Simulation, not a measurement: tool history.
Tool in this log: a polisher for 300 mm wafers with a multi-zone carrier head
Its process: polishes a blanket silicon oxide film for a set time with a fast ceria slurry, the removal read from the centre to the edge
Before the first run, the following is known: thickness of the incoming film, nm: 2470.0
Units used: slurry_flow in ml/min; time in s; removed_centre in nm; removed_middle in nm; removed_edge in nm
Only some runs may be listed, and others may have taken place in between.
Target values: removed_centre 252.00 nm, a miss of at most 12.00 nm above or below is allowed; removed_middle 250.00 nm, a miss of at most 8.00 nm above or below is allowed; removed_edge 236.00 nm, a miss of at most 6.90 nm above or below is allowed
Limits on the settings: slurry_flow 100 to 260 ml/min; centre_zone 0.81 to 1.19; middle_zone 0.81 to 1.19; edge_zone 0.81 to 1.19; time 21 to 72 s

run,hour,slurry_flow,centre_zone,middle_zone,edge_zone,time,removed_centre,removed_middle,removed_edge
1,0.0,165,1.00,1.00,1.00,46,354.18,356.81,371.31
2,6.8,160,1.01,1.01,0.95,41,316.92,320.18,323.28
3,8.5,160,1.02,1.01,0.91,37,297.23,289.38,286.35
4,10.1,155,1.01,1.01,0.88,35,271.85,269.66,263.33
5,10.7,155,1.01,1.01,0.88,41,313.20,315.99,304.88
6,18.0,155,1.01,0.98,0.88,41,316.49,310.13,302.95
7,26.1,145,1.00,0.98,0.81,29,216.32,211.51,208.97
8,26.8,170,1.00,0.99,0.82,29,227.67,224.44,214.12
9,32.3,220,0.99,0.99,0.92,30,245.14,237.47,237.57
10,33.0,220,0.99,1.00,0.91,30,237.30,241.22,237.91

Which single option among these 5 for the next run brings every result within its allowed miss of target? Just one does.
A,33.7,230,1.05,0.95,0.86,30,?,?,?
B,33.7,240,0.85,0.99,0.87,31,?,?,?
C,33.7,240,0.93,0.93,0.96,30,?,?,?
D,33.7,220,0.94,1.05,0.92,29,?,?,?
E,33.7,200,1.05,1.05,0.91,30,?,?,?

move,removed_centre,removed_middle,removed_edge
A,264.20,231.15,230.61
B,221.94,248.79,240.33
C,235.08,228.34,243.59
D,227.20,241.93,228.64
E,259.11,247.01,233.15
A: pushes the last run's worst result past its target
B: the biggest miss grows against the last run
C: the biggest miss grows against the last run
D: the biggest miss grows against the last run
E: each result inside its tolerance
E is the move that brings every result within its allowed miss.

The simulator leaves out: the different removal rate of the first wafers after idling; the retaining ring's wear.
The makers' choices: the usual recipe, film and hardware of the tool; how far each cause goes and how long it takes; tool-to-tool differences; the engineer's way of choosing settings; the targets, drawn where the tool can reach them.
